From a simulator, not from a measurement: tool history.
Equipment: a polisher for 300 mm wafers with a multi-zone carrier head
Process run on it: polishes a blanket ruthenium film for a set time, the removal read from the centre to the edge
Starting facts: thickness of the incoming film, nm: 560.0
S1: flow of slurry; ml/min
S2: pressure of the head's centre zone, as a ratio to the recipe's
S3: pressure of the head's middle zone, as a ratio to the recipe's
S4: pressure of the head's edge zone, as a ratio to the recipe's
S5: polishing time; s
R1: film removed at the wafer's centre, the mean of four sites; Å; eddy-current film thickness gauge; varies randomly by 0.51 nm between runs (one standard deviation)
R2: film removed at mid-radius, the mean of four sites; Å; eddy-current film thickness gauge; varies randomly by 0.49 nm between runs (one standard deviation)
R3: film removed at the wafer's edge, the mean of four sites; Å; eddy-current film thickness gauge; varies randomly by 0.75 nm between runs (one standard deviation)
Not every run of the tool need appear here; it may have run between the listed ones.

{"run": 1, "hour": 0.0, "S1": 135, "S2": 1, "S3": 1, "S4": 1, "S5": 84, "R1": 1361.2, "R2": 1202.1, "R3": 1167.5}
{"run": 2, "hour": 6.0, "S1": 135, "S2": 1.04, "S3": 1, "S4": 1, "S5": 84, "R1": 1413.7, "R2": 1195, "R3": 1190.8}
{"run": 3, "hour": 9.5, "S1": 135, "S2": 1.04, "S3": 1, "S4": 1, "S5": 71, "R1": 1184, "R2": 1011.7, "R3": 1016.2}
{"run": 4, "hour": 10.1, "S1": 135, "S2": 1.04, "S3": 1, "S4": 1.06, "S5": 71, "R1": 1206.9, "R2": 1007, "R3": 1032}
{"run": 5, "hour": 13.9, "S1": 120, "S2": 1.04, "S3": 1, "S4": 1.06, "S5": 71, "R1": 1158.2, "R2": 988.14, "R3": 1012.6}
{"run": 6, "hour": 16.2, "S1": 120, "S2": 1.04, "S3": 1, "S4": 1, "S5": 71, "R1": 1180.1, "R2": 983.94, "R3": 998.87}
{"run": 7, "hour": 22.5, "S1": 115, "S2": 0.97, "S3": 1, "S4": 1.02, "S5": 65, "R1": 978.29, "R2": 903.62, "R3": 895.44}
{"run": 8, "hour": 23.7, "S1": 105, "S2": 0.93, "S3": 0.98, "S4": 1.01, "S5": 63, "R1": 884.09, "R2": 830.95, "R3": 855.55}

Forecast run 9:
{"hour": 32.3, "done": "centre zone pressure recalibrated"}
{"run": 9, "hour": 32.3, "S1": 100, "S2": 0.9, "S3": 0.98, "S4": 0.98, "S5": 62, "R1": "?", "R2": "?", "R3": "?"}

R1: 749.51 Å
R2: 798.92 Å
R3: 823.05 Å
